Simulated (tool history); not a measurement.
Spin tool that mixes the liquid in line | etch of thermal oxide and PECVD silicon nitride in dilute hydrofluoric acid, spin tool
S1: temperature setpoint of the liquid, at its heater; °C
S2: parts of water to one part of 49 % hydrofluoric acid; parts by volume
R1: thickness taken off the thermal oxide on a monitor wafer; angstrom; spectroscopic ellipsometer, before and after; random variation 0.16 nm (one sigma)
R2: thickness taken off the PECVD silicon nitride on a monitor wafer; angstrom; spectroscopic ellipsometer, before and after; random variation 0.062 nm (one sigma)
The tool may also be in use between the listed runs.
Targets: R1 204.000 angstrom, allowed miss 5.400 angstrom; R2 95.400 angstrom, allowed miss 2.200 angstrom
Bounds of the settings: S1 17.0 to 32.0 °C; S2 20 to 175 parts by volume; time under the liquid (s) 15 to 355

{"run": 1, "hour": 0.0, "S1": 24.0, "S2": 95, "time under the liquid (s)": 180, "R1": 92.455, "R2": 47.838}
{"run": 2, "hour": 6.1, "S1": 20.5, "S2": 95, "time under the liquid (s)": 180, "R1": 80.708, "R2": 37.305}
{"run": 3, "hour": 6.7, "S1": 20.5, "S2": 70, "time under the liquid (s)": 180, "R1": 111.01, "R2": 50.421}
{"run": 4, "hour": 8.5, "S1": 20.5, "S2": 95, "time under the liquid (s)": 180, "R1": 81.147, "R2": 37.089}
{"run": 5, "hour": 16.8, "S1": 21.0, "S2": 85, "time under the liquid (s)": 180, "R1": 93.77, "R2": 43.128}
{"run": 6, "hour": 23.0, "S1": 21.0, "S2": 115, "time under the liquid (s)": 180, "R1": 66.82, "R2": 32.38}
{"run": 7, "hour": 31.2, "S1": 25.0, "S2": 75, "time under the liquid (s)": 155, "R1": 108.38, "R2": 54.994}
{"run": 8, "hour": 34.5, "S1": 25.0, "S2": 65, "time under the liquid (s)": 155, "R1": 126.68, "R2": 62.934}
{"run": 9, "hour": 38.0, "S1": 25.0, "S2": 60, "time under the liquid (s)": 150, "R1": 133.91, "R2": 66.393}
{"run": 10, "hour": 40.2, "S1": 25.0, "S2": 55, "time under the liquid (s)": 145, "R1": 142.84, "R2": 69.541}
{"run": 11, "hour": 41.5, "S1": 25.0, "S2": 50, "time under the liquid (s)": 140, "R1": 149.48, "R2": 74.059}
{"run": 12, "hour": 43.9, "S1": 24.0, "S2": 20, "time under the liquid (s)": 135, "R1": 356.55, "R2": 162.57}
{"run": 13, "hour": 51.8, "S1": 24.0, "S2": 25, "time under the liquid (s)": 135, "R1": 291.99, "R2": 131.61}
{"run": 14, "hour": 57.1, "S1": 24.0, "S2": 30, "time under the liquid (s)": 135, "R1": 237.79, "R2": 110.78}

5 next moves are on the table. One of them brings every result within its allowed miss. Which?
{"run": "A", "hour": 62.4, "S1": 22.5, "S2": 35, "time under the liquid (s)": 150, "R1": "?", "R2": "?"}
{"run": "B", "hour": 62.4, "S1": 27.0, "S2": 35, "time under the liquid (s)": 120, "R1": "?", "R2": "?"}
{"run": "C", "hour": 62.4, "S1": 23.5, "S2": 50, "time under the liquid (s)": 200, "R1": "?", "R2": "?"}
{"run": "D", "hour": 62.4, "S1": 26.0, "S2": 45, "time under the liquid (s)": 165, "R1": "?", "R2": "?"}
{"run": "E", "hour": 62.4, "S1": 22.0, "S2": 20, "time under the liquid (s)": 110, "R1": "?", "R2": "?"}

move=A R1=211.380 R2=94.844
move=B R1=203.760 R2=102.840
move=C R1=201.710 R2=95.661
move=D R1=206.250 R2=103.490
move=E R1=270.740 R2=115.010
A: brings the result that was furthest off to its target, and leaves another outside
B: nearer than the last run, and not there yet
C: meets every target
D: nearer than the last run, and not there yet
E: further off than the last run
Move C is the one to make.
